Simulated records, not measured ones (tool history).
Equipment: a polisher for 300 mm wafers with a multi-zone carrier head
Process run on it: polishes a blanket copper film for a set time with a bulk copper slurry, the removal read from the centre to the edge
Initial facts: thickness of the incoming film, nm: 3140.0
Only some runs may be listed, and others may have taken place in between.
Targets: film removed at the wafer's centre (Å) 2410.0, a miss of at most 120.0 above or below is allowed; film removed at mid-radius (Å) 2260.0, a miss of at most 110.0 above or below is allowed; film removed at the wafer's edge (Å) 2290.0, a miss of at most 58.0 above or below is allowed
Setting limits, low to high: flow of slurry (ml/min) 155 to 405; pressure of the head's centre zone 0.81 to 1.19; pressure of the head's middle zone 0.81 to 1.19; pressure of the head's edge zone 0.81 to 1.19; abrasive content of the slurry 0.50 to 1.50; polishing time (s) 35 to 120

run	hour	flow of slurry (ml/min)	pressure of the head's centre zone	pressure of the head's middle zone	pressure of the head's edge zone	abrasive content of the slurry	polishing time (s)	film removed at the wafer's centre (Å)	film removed at mid-radius (Å)	film removed at the wafer's edge (Å)
1	0.0	260	1.00	1.00	1.00	1.00	77	3825.1	3989.3	3958.3
2	7.2	255	1.01	0.97	0.96	0.85	69	3386.9	3381.0	3373.7
3	10.1	250	1.01	0.95	0.93	0.75	63	3042.8	2901.8	2973.2
4	12.6	250	1.01	0.87	0.93	0.75	63	2995.7	2700.8	2924.5
# hour 20.3: worn pad replaced by a new one
5	20.3	250	1.00	0.88	0.90	0.70	60	3081.2	2945.2	3092.3
6	23.4	185	1.00	0.88	0.90	0.70	60	3023.4	2772.4	2973.6
7	29.8	185	1.00	0.88	0.90	0.70	60	2980.2	2763.0	2966.7
8	31.0	190	1.02	0.92	0.93	0.65	56	2822.0	2670.8	2766.8
9	33.9	190	1.04	0.93	0.95	0.60	53	2683.5	2494.9	2641.5
10	41.7	190	1.05	0.95	0.95	0.55	50	2516.7	2373.4	2442.5
11	50.3	190	1.06	0.96	0.95	0.55	49	2562.9	2322.7	2371.1

Pick the move, out of 4, that brings all results within their allowed miss; only one does.
A	58.9	155	1.03	0.92	0.95	0.55	51	?	?	?
B	58.9	160	1.04	0.94	0.88	0.80	46	?	?	?
C	58.9	220	0.93	0.97	0.98	0.50	50	?	?	?
D	58.9	200	1.13	0.83	1.03	0.55	49	?	?	?

move	film removed at the wafer's centre (Å)	film removed at mid-radius (Å)	film removed at the wafer's edge (Å)
A	2385.4	2241.3	2428.7
B	2367.9	2240.8	2296.8
C	2228.7	2406.6	2484.8
D	2661.4	2078.8	2519.4
A: lands further from the targets than the last run did
B: all results in spec
C: lands further from the targets than the last run did
D: lands further from the targets than the last run did
B is the move that brings every result within its allowed miss.
